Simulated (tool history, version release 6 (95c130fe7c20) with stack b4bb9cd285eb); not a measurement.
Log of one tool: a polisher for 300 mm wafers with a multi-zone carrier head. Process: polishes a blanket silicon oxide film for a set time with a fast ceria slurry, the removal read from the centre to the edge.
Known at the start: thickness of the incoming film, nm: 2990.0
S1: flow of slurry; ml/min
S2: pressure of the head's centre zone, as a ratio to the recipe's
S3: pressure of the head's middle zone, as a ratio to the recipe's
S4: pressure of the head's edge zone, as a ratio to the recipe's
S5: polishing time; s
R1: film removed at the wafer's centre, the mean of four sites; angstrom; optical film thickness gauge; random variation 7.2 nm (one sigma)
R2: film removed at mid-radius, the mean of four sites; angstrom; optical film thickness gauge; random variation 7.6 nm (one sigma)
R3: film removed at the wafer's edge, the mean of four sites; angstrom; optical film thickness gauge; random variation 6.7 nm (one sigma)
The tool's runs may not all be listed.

| run | hour | S1 | S2 | S3 | S4 | S5 | R1 | R2 | R3 |
|---|---|---|---|---|---|---|---|---|---|
| 1 | 0.0 | 205 | 1.00 | 1.00 | 1.00 | 73 | 10152.0 | 10634.0 | 10267.0 |
| 2 | 5.8 | 205 | 1.06 | 1.00 | 1.00 | 73 | 10872.0 | 10289.0 | 10242.0 |
| 3 | 7.9 | 205 | 1.06 | 1.00 | 0.93 | 73 | 10856.0 | 10409.0 | 9935.3 |
| 4 | 14.0 | 200 | 1.05 | 0.98 | 0.93 | 71 | 10422.0 | 10164.0 | 9713.6 |
| 5 | 14.8 | 200 | 1.05 | 0.98 | 0.93 | 55 | 8180.4 | 7663.2 | 7415.2 |
| 6 | 20.2 | 175 | 1.05 | 0.98 | 0.93 | 55 | 7899.6 | 7635.4 | 7419.5 |
| 7 | 25.3 | 170 | 1.05 | 0.97 | 0.94 | 55 | 7918.6 | 7341.6 | 7333.1 |

Run 8 comes next. What will it give?
| 8 | 32.1 | 170 | 1.04 | 0.97 | 0.96 | 55 | ? | ? | ? |

{"run 8": {"R1": 7729.7, "R2": 7476.7, "R3": 7366.7}}
